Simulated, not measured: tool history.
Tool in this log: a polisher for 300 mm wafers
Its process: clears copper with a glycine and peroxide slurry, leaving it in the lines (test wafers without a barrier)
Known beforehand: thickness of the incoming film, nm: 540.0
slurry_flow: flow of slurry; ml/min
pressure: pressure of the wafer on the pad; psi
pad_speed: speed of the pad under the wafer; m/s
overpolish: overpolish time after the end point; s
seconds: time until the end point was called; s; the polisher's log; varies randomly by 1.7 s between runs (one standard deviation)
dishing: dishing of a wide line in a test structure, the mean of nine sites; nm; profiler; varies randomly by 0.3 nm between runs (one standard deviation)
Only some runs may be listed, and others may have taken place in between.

run 1 hour=0.0 | slurry_flow=265 pressure=3.1 pad_speed=1.08 overpolish=8 | seconds=78.580 dishing=39.472
run 2 hour=2.9 | slurry_flow=265 pressure=3.1 pad_speed=1.08 overpolish=10 | seconds=75.834 dishing=46.861
run 3 hour=11.7 | slurry_flow=260 pressure=2.8 pad_speed=1.06 overpolish=8 | seconds=86.596 dishing=35.857
run 4 hour=15.0 | slurry_flow=260 pressure=2.8 pad_speed=1.06 overpolish=11 | seconds=86.318 dishing=47.384
run 5 hour=19.7 | slurry_flow=235 pressure=2.8 pad_speed=1.06 overpolish=11 | seconds=86.154 dishing=47.031
run 6 hour=24.2 | slurry_flow=215 pressure=2.7 pad_speed=1.00 overpolish=9 | seconds=94.802 dishing=36.870
run 7 hour=28.7 | slurry_flow=270 pressure=2.4 pad_speed=1.00 overpolish=7 | seconds=100.020 dishing=26.936
run 8 hour=34.9 | slurry_flow=280 pressure=2.3 pad_speed=1.00 overpolish=6 | seconds=105.760 dishing=22.842
run 9 hour=35.6 | slurry_flow=285 pressure=2.2 pad_speed=1.00 overpolish=5 | seconds=109.010 dishing=18.612

What does the tool deliver on the next run?
run 10 hour=40.4 | slurry_flow=285 pressure=2.1 pad_speed=1.00 overpolish=5 | seconds=? dishing=?

seconds: 110.640 s
dishing: 17.853 nm
